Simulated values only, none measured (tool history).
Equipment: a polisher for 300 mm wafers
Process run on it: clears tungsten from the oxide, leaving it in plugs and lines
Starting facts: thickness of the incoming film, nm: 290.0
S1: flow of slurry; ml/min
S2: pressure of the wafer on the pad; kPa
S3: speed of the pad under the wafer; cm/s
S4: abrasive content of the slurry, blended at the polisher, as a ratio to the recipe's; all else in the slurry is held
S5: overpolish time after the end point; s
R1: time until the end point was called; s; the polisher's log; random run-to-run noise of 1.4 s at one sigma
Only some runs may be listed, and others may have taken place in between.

Run 1, hour 0.0: S1 270 ml/min, S2 24.1 kPa, S3 140 cm/s, S4 1.0, S5 28 s. Result: R1 47.976 s.
Run 2, hour 4.2: S1 270 ml/min, S2 24.1 kPa, S3 158 cm/s, S4 1.0, S5 28 s. Result: R1 42.118 s.
Run 3, hour 6.3: S1 270 ml/min, S2 24.1 kPa, S3 128 cm/s, S4 1.0, S5 28 s. Result: R1 53.010 s.
Run 4, hour 9.4: S1 270 ml/min, S2 24.1 kPa, S3 128 cm/s, S4 1.0, S5 28 s. Result: R1 51.419 s.
Run 5, hour 16.1: S1 270 ml/min, S2 22.8 kPa, S3 126 cm/s, S4 1.0, S5 28 s. Result: R1 56.424 s.
Run 6, hour 19.7: S1 270 ml/min, S2 22.8 kPa, S3 126 cm/s, S4 1.0, S5 28 s. Result: R1 56.958 s.
Run 7, hour 23.3: S1 270 ml/min, S2 21.4 kPa, S3 126 cm/s, S4 1.0, S5 28 s. Result: R1 59.422 s.
Run 8, hour 32.3: S1 270 ml/min, S2 20.0 kPa, S3 126 cm/s, S4 1.0, S5 28 s. Result: R1 64.207 s.
Run 9, hour 39.8: S1 270 ml/min, S2 19.3 kPa, S3 126 cm/s, S4 1.0, S5 28 s. Result: R1 64.670 s.
Run 10, hour 43.3: S1 270 ml/min, S2 18.6 kPa, S3 126 cm/s, S4 1.0, S5 28 s. Result: R1 66.625 s.

Estimate the outcome of run 11 from the log above:
Run 11, hour 44.4: S1 270 ml/min, S2 17.9 kPa, S3 126 cm/s, S4 1.0, S5 28 s. Result: R1 ?.

R1: 70.042 s

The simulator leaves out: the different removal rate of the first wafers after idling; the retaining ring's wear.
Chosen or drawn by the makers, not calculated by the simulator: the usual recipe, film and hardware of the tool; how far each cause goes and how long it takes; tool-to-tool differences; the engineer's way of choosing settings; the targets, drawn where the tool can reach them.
